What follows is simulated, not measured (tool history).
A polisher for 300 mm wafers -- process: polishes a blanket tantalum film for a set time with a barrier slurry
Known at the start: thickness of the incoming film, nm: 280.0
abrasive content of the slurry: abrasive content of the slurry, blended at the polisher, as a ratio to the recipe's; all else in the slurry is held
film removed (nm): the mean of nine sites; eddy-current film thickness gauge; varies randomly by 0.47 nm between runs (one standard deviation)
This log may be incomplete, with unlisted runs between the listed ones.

run,hour,flow of slurry (ml/min),pressure of the wafer on the pad (psi),speed of the pad under the wafer (m/s),abrasive content of the slurry,polishing time (s),film removed (nm)
1,0.0,275,2.3,1.24,1.0,22,53.260
2,7.6,275,2.3,1.24,1.2,22,54.659
3,14.4,275,2.1,1.24,1.2,22,52.212
4,21.5,275,2.1,1.24,1.2,22,51.327
5,28.1,300,2.1,1.24,1.2,22,51.504
6,35.1,300,2.1,1.50,1.2,22,62.796
7,37.3,300,1.5,1.44,1.2,22,45.258

Expected results for the next run?
8,45.1,300,1.4,1.44,1.2,22,?

Run 8 yielded film removed (nm) 42.402.

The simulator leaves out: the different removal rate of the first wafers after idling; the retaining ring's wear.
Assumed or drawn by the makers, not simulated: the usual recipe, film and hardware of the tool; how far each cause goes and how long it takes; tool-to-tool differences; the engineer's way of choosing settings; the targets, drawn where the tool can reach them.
